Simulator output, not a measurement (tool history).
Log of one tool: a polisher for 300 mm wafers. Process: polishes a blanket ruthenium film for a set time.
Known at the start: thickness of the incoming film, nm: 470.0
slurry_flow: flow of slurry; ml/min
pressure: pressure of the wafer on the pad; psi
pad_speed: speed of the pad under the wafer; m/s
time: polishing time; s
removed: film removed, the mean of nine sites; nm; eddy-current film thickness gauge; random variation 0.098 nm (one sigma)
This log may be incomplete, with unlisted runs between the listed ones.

{"run": 1, "hour": 0.0, "slurry_flow": 160, "pressure": 1.8, "pad_speed": 0.76, "time": 32, "removed": 24.017}
{"run": 2, "hour": 4.2, "slurry_flow": 150, "pressure": 1.6, "pad_speed": 0.76, "time": 32, "removed": 21.293}
{"run": 3, "hour": 6.5, "slurry_flow": 150, "pressure": 1.6, "pad_speed": 0.82, "time": 32, "removed": 22.826}
{"run": 4, "hour": 10.8, "slurry_flow": 140, "pressure": 1.5, "pad_speed": 0.82, "time": 32, "removed": 21.345}
{"run": 5, "hour": 17.4, "slurry_flow": 130, "pressure": 1.4, "pad_speed": 0.82, "time": 32, "removed": 19.904}
{"run": 6, "hour": 22.0, "slurry_flow": 130, "pressure": 1.4, "pad_speed": 0.82, "time": 28, "removed": 17.083}
{"run": 7, "hour": 27.9, "slurry_flow": 125, "pressure": 1.4, "pad_speed": 0.82, "time": 28, "removed": 17.107}

Expected results for the next run?
{"run": 8, "hour": 34.6, "slurry_flow": 120, "pressure": 1.4, "pad_speed": 0.82, "time": 28, "removed": "?"}

removed: 17.037 nm
